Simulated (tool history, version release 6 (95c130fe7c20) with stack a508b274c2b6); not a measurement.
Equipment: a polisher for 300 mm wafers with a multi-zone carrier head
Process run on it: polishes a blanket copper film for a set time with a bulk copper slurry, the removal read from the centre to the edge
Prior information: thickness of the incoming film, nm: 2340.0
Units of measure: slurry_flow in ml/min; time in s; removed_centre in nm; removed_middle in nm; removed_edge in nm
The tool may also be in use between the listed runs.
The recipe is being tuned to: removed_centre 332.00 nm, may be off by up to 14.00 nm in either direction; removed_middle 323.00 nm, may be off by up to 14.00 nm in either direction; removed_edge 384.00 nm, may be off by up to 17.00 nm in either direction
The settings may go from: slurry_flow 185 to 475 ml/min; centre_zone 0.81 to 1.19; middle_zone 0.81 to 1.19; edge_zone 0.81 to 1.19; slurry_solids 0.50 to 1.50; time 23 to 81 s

run    day  slurry_flow  centre_zone  middle_zone  edge_zone  slurry_solids  time  removed_centre  removed_middle  removed_edge
  1  0.000          305         1.00         1.00       1.00           1.00    52          448.26          490.05        476.61
  2  0.212          305         1.00         1.00       1.00           1.00    44          380.92          399.69        399.17
  3  0.446          305         1.00         1.00       1.00           1.15    44          384.17          416.01        417.84
  4  0.642          305         0.99         0.97       1.01           1.10    44          382.66          402.58        417.29
  5  0.817          305         0.98         0.95       1.01           1.05    44          375.30          400.76        404.73
  6  0.842          300         0.98         0.93       1.04           1.05    43          363.35          369.19        407.83
  7  1.046          300         0.98         0.93       1.04           1.05    43          367.87          371.82        404.10
  8  1.175          295         0.97         0.92       1.05           1.05    43          350.18          371.80        396.48
  9  1.425          290         0.97         0.90       1.06           1.05    43          358.61          363.49        409.82
 10  1.525          290         0.97         0.89       1.06           1.00    43          359.83          361.09        400.27
 11  1.725          290         0.97         0.88       1.07           1.00    43          349.49          358.03        402.93

Which one of the following 5 next-run settings gets every result inside its allowed miss? There is exactly one.
  A  1.925          185         0.97         0.85       1.06           1.05    42               ?               ?             ?
  B  1.925          275         0.97         0.87       1.08           1.00    44               ?               ?             ?
  C  1.925          270         0.84         1.00       1.03           0.90    45               ?               ?             ?
  D  1.925          285         0.94         0.94       0.97           0.95    45               ?               ?             ?
  E  1.925          290         0.87         0.98       0.92           1.00    44               ?               ?             ?

move  removed_centre  removed_middle  removed_edge
   A          325.93          319.24        381.57
   B          356.46          353.90        413.85
   C          314.49          398.43        404.38
   D          352.72          383.83        398.56
   E          325.70          393.08        383.97
A: meets every target
B: moves toward the targets from the last run without getting all of them in spec
C: the biggest miss grows against the last run
D: the biggest miss grows against the last run
E: the biggest miss grows against the last run
Go with A: it meets all targets.
